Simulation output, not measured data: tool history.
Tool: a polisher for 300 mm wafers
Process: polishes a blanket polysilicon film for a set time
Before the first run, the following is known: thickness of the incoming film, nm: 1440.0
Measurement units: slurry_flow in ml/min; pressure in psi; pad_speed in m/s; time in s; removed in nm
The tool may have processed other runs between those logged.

run 1 hour=0.0 | slurry_flow=270 pressure=3.4 pad_speed=1.18 time=30 | removed=395.03
run 2 hour=2.6 | slurry_flow=270 pressure=3.4 pad_speed=1.18 time=30 | removed=389.57
run 3 hour=9.0 | slurry_flow=270 pressure=3.4 pad_speed=1.44 time=30 | removed=473.38
run 4 hour=16.0 | slurry_flow=270 pressure=3.0 pad_speed=1.44 time=30 | removed=435.28
run 5 hour=17.5 | slurry_flow=270 pressure=3.0 pad_speed=1.26 time=30 | removed=382.11
run 6 hour=25.7 | slurry_flow=270 pressure=2.7 pad_speed=1.26 time=30 | removed=350.26

Run 7 comes next. What will it give?
run 7 hour=28.7 | slurry_flow=270 pressure=2.6 pad_speed=1.26 time=30 | removed=?

{"run 7": {"removed": 344.76}}

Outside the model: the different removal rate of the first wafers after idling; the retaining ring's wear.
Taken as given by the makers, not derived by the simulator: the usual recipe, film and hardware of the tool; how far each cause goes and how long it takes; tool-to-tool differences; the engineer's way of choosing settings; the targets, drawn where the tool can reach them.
